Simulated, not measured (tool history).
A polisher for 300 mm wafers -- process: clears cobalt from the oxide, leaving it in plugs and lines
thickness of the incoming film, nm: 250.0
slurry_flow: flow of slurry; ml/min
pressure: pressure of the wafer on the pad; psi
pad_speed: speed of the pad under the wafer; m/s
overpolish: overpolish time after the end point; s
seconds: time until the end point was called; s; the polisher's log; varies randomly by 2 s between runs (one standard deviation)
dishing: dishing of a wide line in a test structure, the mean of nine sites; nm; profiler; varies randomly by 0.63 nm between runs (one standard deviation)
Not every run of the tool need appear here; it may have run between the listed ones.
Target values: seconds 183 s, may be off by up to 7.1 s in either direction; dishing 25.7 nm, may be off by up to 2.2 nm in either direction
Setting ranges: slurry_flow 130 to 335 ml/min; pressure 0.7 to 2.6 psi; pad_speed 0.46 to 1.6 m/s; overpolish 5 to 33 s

Run 1, hour 0: slurry_flow 215 ml/min, pressure 1.6 psi, pad_speed 1.02 m/s, overpolish 17 s. Result: seconds 67.868 s, dishing 43.477 nm.
Run 2, hour 3.2: slurry_flow 215 ml/min, pressure 1.6 psi, pad_speed 1.02 m/s, overpolish 12 s. Result: seconds 67.85 s, dishing 35.049 nm.
Run 3, hour 4.5: slurry_flow 210 ml/min, pressure 1.4 psi, pad_speed 0.92 m/s, overpolish 13 s. Result: seconds 85.477 s, dishing 30.001 nm.
Run 4, hour 9.7: slurry_flow 210 ml/min, pressure 1.7 psi, pad_speed 0.92 m/s, overpolish 13 s. Result: seconds 71.463 s, dishing 32.967 nm.
Run 5, hour 11.3: slurry_flow 210 ml/min, pressure 1.4 psi, pad_speed 0.92 m/s, overpolish 13 s. Result: seconds 87.608 s, dishing 29.184 nm.
Run 6, hour 15.7: slurry_flow 210 ml/min, pressure 1.4 psi, pad_speed 0.72 m/s, overpolish 13 s. Result: seconds 111.6 s, dishing 24.672 nm.
Run 7, hour 18.1: slurry_flow 210 ml/min, pressure 1.2 psi, pad_speed 0.72 m/s, overpolish 15 s. Result: seconds 126.81 s, dishing 25.686 nm.
At hour 26.9: head pressure recalibrated.
Run 8, hour 26.9: slurry_flow 205 ml/min, pressure 0.7 psi, pad_speed 0.66 m/s, overpolish 20 s. Result: seconds 214.52 s, dishing 20.328 nm.
Run 9, hour 35.1: slurry_flow 210 ml/min, pressure 0.7 psi, pad_speed 0.66 m/s, overpolish 21 s. Result: seconds 215.51 s, dishing 22.769 nm.
Run 10, hour 41.5: slurry_flow 215 ml/min, pressure 0.7 psi, pad_speed 0.66 m/s, overpolish 21 s. Result: seconds 215.24 s, dishing 22.069 nm.

4 next moves are on the table. One of them brings every result within its allowed miss. Which?
Run A, hour 47.9: slurry_flow 205 ml/min, pressure 0.8 psi, pad_speed 0.68 m/s, overpolish 22 s. Result: seconds ?, dishing ?.
Run B, hour 47.9: slurry_flow 215 ml/min, pressure 0.7 psi, pad_speed 0.72 m/s, overpolish 20 s. Result: seconds ?, dishing ?.
Run C, hour 47.9: slurry_flow 245 ml/min, pressure 1 psi, pad_speed 0.48 m/s, overpolish 29 s. Result: seconds ?, dishing ?.
Run D, hour 47.9: slurry_flow 195 ml/min, pressure 1.1 psi, pad_speed 0.5 m/s, overpolish 18 s. Result: seconds ?, dishing ?.

move  seconds  dishing
   A    183.1   25.967
   B    195.5   22.831
   C   202.45   29.795
   D   182.13   22.173
A: each result inside its tolerance
B: moves toward the targets from the last run without getting all of them in spec
C: moves toward the targets from the last run without getting all of them in spec
D: meets the target for the result that was furthest off, but another lies outside its allowed miss
The right move is A.
